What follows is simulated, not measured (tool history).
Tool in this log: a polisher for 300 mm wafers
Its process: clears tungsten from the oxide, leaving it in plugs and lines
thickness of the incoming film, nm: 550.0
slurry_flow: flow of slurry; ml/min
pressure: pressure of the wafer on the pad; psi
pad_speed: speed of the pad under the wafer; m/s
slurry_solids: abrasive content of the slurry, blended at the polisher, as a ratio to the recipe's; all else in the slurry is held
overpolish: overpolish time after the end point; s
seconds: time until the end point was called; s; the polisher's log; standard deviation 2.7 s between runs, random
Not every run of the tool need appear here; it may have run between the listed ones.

run,hour,slurry_flow,pressure,pad_speed,slurry_solids,overpolish,seconds
1,0,220,3.5,1.36,1,4,117.56
2,9,220,4,1.36,1,4,103.84
3,9.7,220,4,1.36,0.8,4,110.01
4,15.8,220,4,1.1,0.8,4,136.08
5,22,220,4,1.1,0.9,4,128.43
6,26.4,220,3.5,1.08,0.9,4,151.67
7,34.5,220,3.1,1.08,0.9,4,166.93
8,36.5,220,2.8,1.08,0.9,4,183.53
9,42.3,220,2.6,1.08,0.9,4,197.15

Run 10 is up next; what results do you expect?
10,47.3,220,2.5,1.08,0.9,4,?

{"run 10": {"seconds": 200.83}}
